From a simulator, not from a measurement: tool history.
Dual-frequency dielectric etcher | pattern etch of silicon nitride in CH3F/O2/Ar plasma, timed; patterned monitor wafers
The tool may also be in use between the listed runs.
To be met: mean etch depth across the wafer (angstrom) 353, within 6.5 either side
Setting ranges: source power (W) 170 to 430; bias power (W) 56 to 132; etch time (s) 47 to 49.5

| run | hour | source power (W) | bias power (W) | etch time (s) | mean etch depth across the wafer (angstrom) |
|---|---|---|---|---|---|
| 1 | 0 | 300 | 94 | 47 | 322.5 |
| 2 | 8.8 | 300 | 106 | 47 | 329.37 |
| 3 | 9.8 | 250 | 106 | 47 | 310.03 |
| 4 | 15.7 | 220 | 106 | 47 | 295.53 |
| 5 | 16.6 | 220 | 106 | 49.5 | 309.66 |
| 6 | 25.6 | 220 | 106 | 47 | 294.5 |
| 7 | 32.3 | 280 | 113 | 47 | 328.52 |
| 8 | 38.4 | 290 | 114 | 47 | 332.61 |

4 next moves are on the table. One of them brings every result within its allowed miss. Which?
| A | 44.5 | 300 | 118 | 49 | ? |
| B | 44.5 | 330 | 132 | 48 | ? |
| C | 44.5 | 320 | 121 | 49.5 | ? |
| D | 44.5 | 300 | 112 | 47.5 | ? |

| move | mean etch depth across the wafer (angstrom) |
|---|---|
| A | 354.11 |
| B | 370.07 |
| C | 368.75 |
| D | 338.74 |
A: in spec on every target
B: carries the result that was furthest off beyond its target, to the other side
C: carries the result that was furthest off beyond its target, to the other side
D: an improvement on the last run, though not all results are within tolerance
Correct choice: A, which meets every target
